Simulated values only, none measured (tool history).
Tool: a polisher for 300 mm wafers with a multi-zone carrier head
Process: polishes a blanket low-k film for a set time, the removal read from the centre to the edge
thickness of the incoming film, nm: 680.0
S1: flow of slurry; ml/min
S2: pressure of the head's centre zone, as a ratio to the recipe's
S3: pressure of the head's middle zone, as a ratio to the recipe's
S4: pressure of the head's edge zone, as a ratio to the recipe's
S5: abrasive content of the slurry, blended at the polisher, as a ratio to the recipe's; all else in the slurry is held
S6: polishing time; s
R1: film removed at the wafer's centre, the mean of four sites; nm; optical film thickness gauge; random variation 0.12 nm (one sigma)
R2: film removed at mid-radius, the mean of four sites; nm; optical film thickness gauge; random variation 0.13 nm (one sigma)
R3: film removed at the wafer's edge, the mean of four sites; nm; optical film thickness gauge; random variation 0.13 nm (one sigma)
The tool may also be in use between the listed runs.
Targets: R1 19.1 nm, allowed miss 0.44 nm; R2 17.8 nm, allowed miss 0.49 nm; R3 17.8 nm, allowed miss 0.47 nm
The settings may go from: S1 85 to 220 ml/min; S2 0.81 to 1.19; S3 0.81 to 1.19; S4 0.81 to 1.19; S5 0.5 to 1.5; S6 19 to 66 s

run	day	S1	S2	S3	S4	S5	S6	R1	R2	R3
1	0	140	1	1	1	1	42	16.318	16.136	16.583
2	0.267	140	1	1	0.92	1	42	16.791	16.248	16.171
3	0.325	140	1	0.92	0.92	1	42	16.774	15.226	16.334
4	0.579	150	1	0.93	0.92	1	42	16.9	15.504	16.471
5	0.662	150	1	0.93	0.92	0.9	42	16.015	14.848	15.828
6	0.804	160	1.01	0.94	0.93	0.9	42	16.565	15.009	15.959
7	0.954	165	1.01	0.96	0.94	0.9	42	16.741	15.553	16.055
8	1.308	170	1.01	0.97	0.95	0.9	42	16.796	15.81	16.128

4 next moves are on the table. One of them brings every result within its allowed miss. Which?
A	1.662	180	1.1	1.11	0.86	0.8	42	?	?	?
B	1.662	195	1.02	0.98	0.96	1.05	43	?	?	?
C	1.662	180	1.19	0.87	0.96	1	39	?	?	?
D	1.662	180	1.05	0.88	0.92	0.95	47	?	?	?

move	R1	R2	R3
A	17.53	16.707	14.66
B	19.021	17.606	17.805
C	19.439	13.985	15.692
D	20.202	16.652	18.211
A: further off than the last run
B: meets every target
C: brings the result that was furthest off to its target, and leaves another outside
D: takes the result that was furthest off past its target
Move B is the one to make.

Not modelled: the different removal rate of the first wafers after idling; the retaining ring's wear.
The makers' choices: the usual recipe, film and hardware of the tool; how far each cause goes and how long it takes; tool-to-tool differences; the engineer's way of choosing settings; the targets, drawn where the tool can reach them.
